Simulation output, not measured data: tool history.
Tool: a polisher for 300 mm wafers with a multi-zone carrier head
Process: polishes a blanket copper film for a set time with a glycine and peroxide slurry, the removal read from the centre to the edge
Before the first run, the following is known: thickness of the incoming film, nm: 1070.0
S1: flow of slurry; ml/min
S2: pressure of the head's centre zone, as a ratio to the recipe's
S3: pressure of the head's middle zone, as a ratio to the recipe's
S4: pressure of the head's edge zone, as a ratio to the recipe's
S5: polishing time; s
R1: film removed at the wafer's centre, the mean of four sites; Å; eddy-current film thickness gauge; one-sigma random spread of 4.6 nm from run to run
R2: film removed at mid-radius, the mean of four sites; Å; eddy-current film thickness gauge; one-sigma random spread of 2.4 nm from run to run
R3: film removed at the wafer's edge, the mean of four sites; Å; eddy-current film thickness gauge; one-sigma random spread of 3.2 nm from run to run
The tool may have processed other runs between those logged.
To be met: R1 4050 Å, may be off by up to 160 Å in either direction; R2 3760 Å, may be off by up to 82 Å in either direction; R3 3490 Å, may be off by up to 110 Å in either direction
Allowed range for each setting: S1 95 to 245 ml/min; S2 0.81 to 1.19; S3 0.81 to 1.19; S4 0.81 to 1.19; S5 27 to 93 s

run	hour	S1	S2	S3	S4	S5	R1	R2	R3
1	0	155	1	1	1	59	2860.6	2795.8	2855.1
2	6.3	155	1	1	1	49	2363	2306.5	2292.9
3	9.8	170	1.04	1.04	1.03	52	2577.4	2572.2	2566.9
4	10.7	195	1.04	1.04	1.03	52	2636.6	2602.4	2541.3
5	15.9	195	1.08	1.04	1.03	52	2813.7	2590.9	2513.8
6	20.5	195	1.08	1.04	1.03	39	2108.3	1964.1	1925
7	21.3	200	1.11	1.07	1.05	45	2440.7	2324.1	2207.7
8	23.2	205	1.13	1.08	1.07	50	2843.1	2620.3	2495.9
9	30.9	210	1.14	1.1	1.09	53	3000.8	2779.1	2709.5
10	35	215	1.15	1.12	1.09	56	3222.4	2965.1	2858.1
11	42.6	220	1.16	1.14	1.09	58	3466.8	3132.4	2985.2
12	51.5	225	1.15	1.15	1.09	60	3482.9	3265.3	3088.4
13	56.9	225	1.16	1.16	1.09	62	3621.7	3431.4	3180.8
14	61.6	230	1.17	1.17	1.1	63	3724.7	3460.6	3212.5
15	70	230	1.17	1.17	1.1	63	3685.6	3475.2	3233.3
16	70.9	230	1.17	1.17	1.1	64	3820.5	3565.2	3238.7
17	75.3	230	1.17	1.17	1.11	65	3873.5	3621	3378.4

Pick the move, out of 4, that brings all results within their allowed miss; only one does.
A	79.7	185	1.15	1.13	1.05	71	?	?	?
B	79.7	230	1.1	1.16	1.18	66	?	?	?
C	79.7	205	1.14	1.07	1.19	67	?	?	?
D	79.7	225	1.1	1.19	0.99	68	?	?	?

move	R1	R2	R3
A	4074.8	3786.6	3519.7
B	3718.9	3672.6	3531.4
C	3858.7	3475.3	3572.1
D	3822.5	3847.2	3324.9
A: all results land within tolerance of their targets
B: lands further from the targets than the last run did
C: lands further from the targets than the last run did
D: carries the result that was furthest off beyond its target, to the other side
Correct choice: A, which meets every target
